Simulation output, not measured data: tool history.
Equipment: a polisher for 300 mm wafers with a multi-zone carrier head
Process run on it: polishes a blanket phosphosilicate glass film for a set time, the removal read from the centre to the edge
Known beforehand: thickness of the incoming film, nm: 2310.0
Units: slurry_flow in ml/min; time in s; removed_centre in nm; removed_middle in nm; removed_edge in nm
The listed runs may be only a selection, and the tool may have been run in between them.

run 1 hour=0 | slurry_flow=220 centre_zone=1 middle_zone=1 edge_zone=1 slurry_solids=1 time=44 | removed_centre=282.8 removed_middle=276.56 removed_edge=299.48
run 2 hour=6.4 | slurry_flow=220 centre_zone=1 middle_zone=1 edge_zone=1 slurry_solids=0.85 time=44 | removed_centre=267.84 removed_middle=258.98 removed_edge=280.18
run 3 hour=11.9 | slurry_flow=230 centre_zone=1.01 middle_zone=1.02 edge_zone=1.02 slurry_solids=0.85 time=44 | removed_centre=271.73 removed_middle=268.14 removed_edge=287.76
run 4 hour=13 | slurry_flow=240 centre_zone=1.02 middle_zone=1.03 edge_zone=1.04 slurry_solids=0.85 time=44 | removed_centre=276 removed_middle=273.82 removed_edge=286.81
run 5 hour=15.8 | slurry_flow=290 centre_zone=1.02 middle_zone=1.03 edge_zone=1.04 slurry_solids=0.85 time=44 | removed_centre=283.82 removed_middle=274.34 removed_edge=291.6
run 6 hour=16.5 | slurry_flow=290 centre_zone=1.02 middle_zone=1.03 edge_zone=1.04 slurry_solids=0.8 time=44 | removed_centre=273.47 removed_middle=271.48 removed_edge=283.63

Run 7 comes next. What will it give?
-- hour=18.5 edge zone pressure recalibrated
run 7 hour=18.5 | slurry_flow=285 centre_zone=1.02 middle_zone=1.04 edge_zone=1.05 slurry_solids=0.85 time=44 | removed_centre=? removed_middle=? removed_edge=?

Logged for run 7: removed_centre 277.14 nm, removed_middle 278.19 nm, removed_edge 284.35 nm.
